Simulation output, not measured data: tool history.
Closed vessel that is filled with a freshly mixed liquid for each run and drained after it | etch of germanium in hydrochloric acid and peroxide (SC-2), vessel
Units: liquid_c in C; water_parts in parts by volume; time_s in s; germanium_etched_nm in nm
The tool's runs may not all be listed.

run	hour	liquid_c	water_parts	time_s	germanium_etched_nm
1	0	51	8	95	187.86
2	5.3	50	8	95	180.42
3	10.1	49	8	95	176.78
4	11	45	8	95	155.21
5	13	45	8	100	163.53
6	18.8	45	8	100	163.46
7	20.5	44.5	8	100	160.83

Expected results for the next run?
8	29.5	38	8.5	100	?

germanium_etched_nm: 128.41 nm
